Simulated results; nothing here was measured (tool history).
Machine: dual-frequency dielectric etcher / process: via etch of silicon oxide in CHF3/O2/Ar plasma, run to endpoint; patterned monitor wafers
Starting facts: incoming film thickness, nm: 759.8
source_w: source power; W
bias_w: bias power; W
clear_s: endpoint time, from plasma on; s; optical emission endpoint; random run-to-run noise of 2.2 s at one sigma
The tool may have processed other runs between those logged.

run,hour,source_w,bias_w,clear_s
1,0.0,580,225,391.22
2,0.7,620,229,377.78
3,3.4,650,232,369.43
4,7.0,670,234,364.49
5,12.3,640,234,365.74
6,13.4,660,236,365.09

Forecast run 7:
7,20.8,680,238,?

{"run 7": {"clear_s": 357.77}}
